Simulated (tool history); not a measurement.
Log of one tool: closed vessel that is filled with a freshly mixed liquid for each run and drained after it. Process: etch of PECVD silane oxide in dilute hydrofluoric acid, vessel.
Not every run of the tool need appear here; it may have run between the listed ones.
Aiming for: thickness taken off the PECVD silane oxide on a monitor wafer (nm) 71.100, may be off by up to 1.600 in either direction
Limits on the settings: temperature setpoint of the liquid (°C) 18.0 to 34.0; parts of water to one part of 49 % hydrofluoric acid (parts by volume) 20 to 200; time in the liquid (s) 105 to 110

| run | hour | temperature setpoint of the liquid (°C) | parts of water to one part of 49 % hydrofluoric acid (parts by volume) | time in the liquid (s) | thickness taken off the PECVD silane oxide on a monitor wafer (nm) |
|---|---|---|---|---|---|
| 1 | 0.0 | 26.0 | 110 | 105 | 45.648 |
| 2 | 5.6 | 27.0 | 110 | 105 | 47.386 |
| 3 | 11.2 | 28.0 | 110 | 105 | 48.626 |
| 4 | 18.1 | 28.5 | 110 | 105 | 49.587 |
| 5 | 25.3 | 28.5 | 130 | 105 | 41.221 |
| 6 | 26.5 | 30.5 | 130 | 105 | 44.179 |
| 7 | 30.1 | 31.0 | 125 | 105 | 47.508 |
| 8 | 35.6 | 31.5 | 120 | 105 | 50.993 |
| 9 | 39.6 | 31.5 | 120 | 105 | 50.870 |
| 10 | 46.1 | 32.0 | 115 | 105 | 53.999 |
| 11 | 52.6 | 34.0 | 90 | 105 | 77.213 |
| 12 | 54.9 | 33.0 | 90 | 105 | 73.701 |

Which one of the following 4 next-run settings gets every result inside its allowed miss? There is exactly one.
| A | 57.2 | 34.0 | 100 | 105 | ? |
| B | 57.2 | 32.0 | 95 | 105 | ? |
| C | 57.2 | 34.0 | 100 | 110 | ? |
| D | 57.2 | 30.5 | 95 | 110 | ? |

| move | thickness taken off the PECVD silane oxide on a monitor wafer (nm) |
|---|---|
| A | 68.162 |
| B | 67.202 |
| C | 71.408 |
| D | 66.578 |
A: pushes the last run's worst result past its target
B: pushes the last run's worst result past its target
C: in spec on every target
D: pushes the last run's worst result past its target
Correct choice: C, which meets every target
